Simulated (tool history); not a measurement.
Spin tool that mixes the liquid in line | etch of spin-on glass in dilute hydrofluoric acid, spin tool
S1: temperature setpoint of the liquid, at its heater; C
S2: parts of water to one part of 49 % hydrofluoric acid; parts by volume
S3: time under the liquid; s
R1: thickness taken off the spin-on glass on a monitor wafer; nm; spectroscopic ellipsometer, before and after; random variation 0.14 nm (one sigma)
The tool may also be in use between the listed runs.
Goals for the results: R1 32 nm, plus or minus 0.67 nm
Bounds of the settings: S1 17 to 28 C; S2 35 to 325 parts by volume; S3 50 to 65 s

| run | hour | S1 | S2 | S3 | R1 |
|---|---|---|---|---|---|
| 1 | 0 | 20 | 180 | 65 | 13.567 |
| 2 | 1.1 | 22 | 160 | 65 | 16.853 |
| 3 | 8.3 | 23.5 | 145 | 65 | 20.012 |
| 4 | 17 | 23.5 | 145 | 65 | 19.91 |
| 5 | 22 | 24.5 | 135 | 65 | 22.808 |
| 6 | 27.2 | 22.5 | 135 | 65 | 20.863 |
| 7 | 28.3 | 23.5 | 130 | 65 | 22.616 |
| 8 | 35.6 | 27.5 | 100 | 65 | 35.599 |
| 9 | 39.5 | 27 | 100 | 65 | 35.349 |
| 10 | 41.6 | 24 | 100 | 65 | 31.293 |

Exactly one of the 4 candidate moves below puts every result within its allowed miss. Which one?
| A | 43.7 | 22 | 95 | 65 | ? |
| B | 43.7 | 23 | 95 | 65 | ? |
| C | 43.7 | 27 | 115 | 65 | ? |
| D | 43.7 | 25 | 105 | 65 | ? |

| move | R1 |
|---|---|
| A | 30.354 |
| B | 31.602 |
| C | 29.774 |
| D | 30.572 |
A: lands further from the targets than the last run did
B: hits every target within its allowed miss
C: lands further from the targets than the last run did
D: lands further from the targets than the last run did
Correct choice: B, which meets every target
